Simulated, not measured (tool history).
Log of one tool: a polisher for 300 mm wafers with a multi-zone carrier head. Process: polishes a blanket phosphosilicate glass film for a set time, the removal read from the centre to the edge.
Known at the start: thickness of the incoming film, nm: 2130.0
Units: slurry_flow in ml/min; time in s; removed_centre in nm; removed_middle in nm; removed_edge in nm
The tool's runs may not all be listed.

| run | hour | slurry_flow | centre_zone | middle_zone | edge_zone | slurry_solids | time | removed_centre | removed_middle | removed_edge |
|---|---|---|---|---|---|---|---|---|---|---|
| 1 | 0.0 | 135 | 1.00 | 1.00 | 1.00 | 1.00 | 37 | 361.92 | 370.36 | 366.18 |
| 2 | 8.5 | 145 | 1.04 | 0.98 | 1.03 | 1.10 | 37 | 406.82 | 389.05 | 388.39 |
| 3 | 16.8 | 145 | 1.04 | 0.98 | 1.03 | 1.10 | 33 | 358.50 | 335.72 | 343.18 |
| 4 | 20.3 | 150 | 1.06 | 0.96 | 1.06 | 1.20 | 35 | 409.23 | 369.68 | 394.26 |
| 5 | 22.6 | 135 | 1.06 | 0.96 | 1.06 | 1.20 | 35 | 407.83 | 359.82 | 377.12 |
| 6 | 31.3 | 145 | 1.08 | 0.96 | 1.08 | 1.25 | 36 | 429.41 | 379.25 | 407.35 |
| 7 | 32.4 | 150 | 1.10 | 0.95 | 1.08 | 1.30 | 37 | 463.79 | 409.02 | 428.48 |
| 8 | 37.2 | 150 | 1.10 | 0.95 | 1.08 | 1.30 | 37 | 459.35 | 403.99 | 423.97 |

Forecast run 9:
| 9 | 45.0 | 155 | 1.12 | 0.93 | 1.10 | 1.35 | 38 | ? | ? | ? |

removed_centre: 492.82 nm
removed_middle: 410.92 nm
removed_edge: 444.81 nm

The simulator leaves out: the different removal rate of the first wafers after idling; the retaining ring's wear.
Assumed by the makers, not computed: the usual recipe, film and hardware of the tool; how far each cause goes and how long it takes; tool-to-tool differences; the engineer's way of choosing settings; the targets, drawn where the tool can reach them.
